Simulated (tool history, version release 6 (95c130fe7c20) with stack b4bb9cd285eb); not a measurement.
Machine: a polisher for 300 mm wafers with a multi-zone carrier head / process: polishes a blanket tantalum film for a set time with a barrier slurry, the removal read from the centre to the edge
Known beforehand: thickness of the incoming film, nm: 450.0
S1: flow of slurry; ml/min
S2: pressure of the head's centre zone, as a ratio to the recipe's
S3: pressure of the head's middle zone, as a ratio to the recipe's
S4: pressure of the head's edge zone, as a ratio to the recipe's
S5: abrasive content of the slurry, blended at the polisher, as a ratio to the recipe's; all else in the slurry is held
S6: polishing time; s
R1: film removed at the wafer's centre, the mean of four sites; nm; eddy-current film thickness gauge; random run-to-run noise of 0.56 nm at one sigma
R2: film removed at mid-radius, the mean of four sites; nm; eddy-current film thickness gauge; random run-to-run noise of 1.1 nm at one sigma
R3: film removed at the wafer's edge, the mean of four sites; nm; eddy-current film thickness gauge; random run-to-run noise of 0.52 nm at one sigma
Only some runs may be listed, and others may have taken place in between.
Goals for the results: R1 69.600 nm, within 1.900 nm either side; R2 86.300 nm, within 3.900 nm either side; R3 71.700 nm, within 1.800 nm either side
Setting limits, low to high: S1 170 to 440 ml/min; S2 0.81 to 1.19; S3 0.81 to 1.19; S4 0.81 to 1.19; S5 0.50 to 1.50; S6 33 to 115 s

{"run": 1, "hour": 0.0, "S1": 280, "S2": 1.0, "S3": 1.0, "S4": 1.0, "S5": 1.0, "S6": 73, "R1": 123.7, "R2": 124.42, "R3": 123.03}
{"run": 2, "hour": 3.2, "S1": 280, "S2": 1.0, "S3": 1.0, "S4": 1.0, "S5": 1.0, "S6": 62, "R1": 104.99, "R2": 106.79, "R3": 104.82}
{"run": 3, "hour": 10.1, "S1": 280, "S2": 1.0, "S3": 1.0, "S4": 0.94, "S5": 1.0, "S6": 62, "R1": 105.87, "R2": 106.27, "R3": 101.42}
{"run": 4, "hour": 12.7, "S1": 280, "S2": 1.0, "S3": 1.0, "S4": 0.94, "S5": 0.85, "S6": 62, "R1": 97.78, "R2": 99.259, "R3": 93.749}
{"run": 5, "hour": 16.6, "S1": 280, "S2": 1.0, "S3": 1.0, "S4": 0.94, "S5": 0.85, "S6": 69, "R1": 107.66, "R2": 106.29, "R3": 103.55}
{"run": 6, "hour": 22.0, "S1": 280, "S2": 1.0, "S3": 1.0, "S4": 0.94, "S5": 0.75, "S6": 69, "R1": 100.16, "R2": 100.3, "R3": 96.301}
{"run": 7, "hour": 28.7, "S1": 280, "S2": 0.97, "S3": 1.02, "S4": 0.92, "S5": 0.7, "S6": 68, "R1": 90.442, "R2": 94.94, "R3": 89.675}
{"run": 8, "hour": 29.9, "S1": 280, "S2": 0.96, "S3": 1.04, "S4": 0.9, "S5": 0.65, "S6": 68, "R1": 84.827, "R2": 90.876, "R3": 82.649}
{"run": 9, "hour": 37.0, "S1": 275, "S2": 0.94, "S3": 1.05, "S4": 0.89, "S5": 0.65, "S6": 68, "R1": 82.736, "R2": 92.327, "R3": 82.987}
{"run": 10, "hour": 43.0, "S1": 265, "S2": 0.89, "S3": 1.11, "S4": 0.81, "S5": 0.5, "S6": 61, "R1": 49.399, "R2": 59.171, "R3": 50.317}
{"run": 11, "hour": 45.5, "S1": 295, "S2": 0.9, "S3": 1.12, "S4": 0.84, "S5": 0.5, "S6": 61, "R1": 50.248, "R2": 62.034, "R3": 50.838}
{"run": 12, "hour": 53.6, "S1": 245, "S2": 0.98, "S3": 1.16, "S4": 0.94, "S5": 0.75, "S6": 65, "R1": 91.026, "R2": 104.06, "R3": 90.184}
{"run": 13, "hour": 58.2, "S1": 275, "S2": 0.96, "S3": 1.15, "S4": 0.93, "S5": 0.75, "S6": 65, "R1": 90.549, "R2": 104.88, "R3": 89.364}

Consider the 5 candidate settings below. Which is the only one whose results all fall within their allowed miss of target?
{"run": "A", "hour": 62.8, "S1": 185, "S2": 0.96, "S3": 1.12, "S4": 0.93, "S5": 0.6, "S6": 71, "R1": "?", "R2": "?", "R3": "?"}
{"run": "B", "hour": 62.8, "S1": 275, "S2": 0.9, "S3": 1.16, "S4": 0.96, "S5": 0.85, "S6": 49, "R1": "?", "R2": "?", "R3": "?"}
{"run": "C", "hour": 62.8, "S1": 295, "S2": 0.9, "S3": 1.16, "S4": 0.88, "S5": 0.8, "S6": 51, "R1": "?", "R2": "?", "R3": "?"}
{"run": "D", "hour": 62.8, "S1": 230, "S2": 0.85, "S3": 1.15, "S4": 0.99, "S5": 0.65, "S6": 62, "R1": "?", "R2": "?", "R3": "?"}
{"run": "E", "hour": 62.8, "S1": 290, "S2": 0.93, "S3": 1.09, "S4": 0.94, "S5": 0.7, "S6": 54, "R1": "?", "R2": "?", "R3": "?"}

move=A R1=75.300 R2=86.660 R3=76.817
move=B R1=68.642 R2=85.905 R3=74.162
move=C R1=69.532 R2=86.957 R3=71.960
move=D R1=65.757 R2=86.875 R3=77.024
move=E R1=69.061 R2=79.916 R3=71.412
A: nearer than the last run, and not there yet
B: brings the last run's worst result on target, with another outside its allowed miss
C: in spec on every target
D: moves the result that the last run missed by most past its target, out the other side
E: brings the last run's worst result on target, with another outside its allowed miss
Correct choice: C, which meets every target

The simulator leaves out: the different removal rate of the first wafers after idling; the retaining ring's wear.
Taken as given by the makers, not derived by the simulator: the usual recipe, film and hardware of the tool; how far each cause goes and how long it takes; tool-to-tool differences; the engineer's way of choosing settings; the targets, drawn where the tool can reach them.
